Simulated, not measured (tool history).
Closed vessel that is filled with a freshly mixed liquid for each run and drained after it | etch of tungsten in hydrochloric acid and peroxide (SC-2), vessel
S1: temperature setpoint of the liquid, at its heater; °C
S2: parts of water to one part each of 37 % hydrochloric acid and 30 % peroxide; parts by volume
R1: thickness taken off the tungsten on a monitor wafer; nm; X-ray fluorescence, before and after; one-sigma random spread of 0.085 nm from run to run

run 1 hour=0 | S1=61 S2=9 time_in_the_liquid_(s)=30 | R1=17.698
run 2 hour=8.3 | S1=61 S2=9 time_in_the_liquid_(s)=30 | R1=17.962
run 3 hour=16.4 | S1=61 S2=6.5 time_in_the_liquid_(s)=30 | R1=23.477
run 4 hour=21.6 | S1=64 S2=6.5 time_in_the_liquid_(s)=30 | R1=27.519
run 5 hour=24.1 | S1=64 S2=6.5 time_in_the_liquid_(s)=30 | R1=27.917
run 6 hour=32.8 | S1=64 S2=6.5 time_in_the_liquid_(s)=30 | R1=28.08
run 7 hour=36.7 | S1=58 S2=6.5 time_in_the_liquid_(s)=30 | R1=18.957

Run 8 is up next; what results do you expect?
run 8 hour=39.7 | S1=50 S2=6.5 time_in_the_liquid_(s)=30 | R1=?

{"run 8": {"R1": 11.453}}
